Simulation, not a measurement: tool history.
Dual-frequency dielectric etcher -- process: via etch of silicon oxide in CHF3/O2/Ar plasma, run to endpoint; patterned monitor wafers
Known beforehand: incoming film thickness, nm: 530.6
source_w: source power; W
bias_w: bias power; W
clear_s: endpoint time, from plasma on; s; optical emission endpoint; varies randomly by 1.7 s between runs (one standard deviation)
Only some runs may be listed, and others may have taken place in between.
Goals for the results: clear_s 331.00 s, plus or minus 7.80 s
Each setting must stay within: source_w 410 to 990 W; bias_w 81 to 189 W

run	hour	source_w	bias_w	clear_s
1	0.0	700	135	300.72
2	3.4	690	134	303.14
3	6.8	740	134	294.66
4	12.8	740	112	313.42
5	15.7	780	112	315.38
# hour 17.0: wet clean of the chamber
6	17.0	870	112	296.41
7	21.0	850	111	295.95
8	25.2	830	110	299.01
9	27.5	820	109	305.00
10	35.5	810	108	306.45
11	43.0	800	107	307.97
12	48.1	790	106	309.65

Below are 4 possible settings for the next run. Only one of them brings all results inside the allowed miss of their targets. Which is it?
A	53.2	730	98	?
B	53.2	830	112	?
C	53.2	970	121	?
D	53.2	970	109	?

move	clear_s
A	329.79
B	300.06
C	276.79
D	288.64
A: all results in spec
B: moves away from the targets compared with the last run
C: moves away from the targets compared with the last run
D: moves away from the targets compared with the last run
So the answer is move A, the one that meets all the targets.
